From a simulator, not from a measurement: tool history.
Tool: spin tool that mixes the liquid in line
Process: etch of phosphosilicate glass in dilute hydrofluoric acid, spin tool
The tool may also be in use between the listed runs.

run  hour  temperature setpoint of the liquid (K)  parts of water to one part of 49 % hydrofluoric acid (parts by volume)  time under the liquid (s)  thickness taken off the phosphosilicate glass on a monitor wafer (angstrom)
  1     0                                  298.15                                                                     165                         15                                                                       131.36
  2   3.7                                  298.15                                                                     140                         15                                                                        159.1
  3   7.8                                  298.15                                                                      90                         15                                                                       262.93
  4   9.5                                  296.15                                                                      90                         15                                                                       242.67
  5  13.6                                  296.15                                                                      90                         15                                                                       242.36
  6  20.4                                  294.65                                                                      90                         15                                                                       229.58

Run 7 comes next. What will it give?
  7  21.5                                  293.65                                                                      90                         15                                                                            ?

thickness taken off the phosphosilicate glass on a monitor wafer (angstrom): 219.38
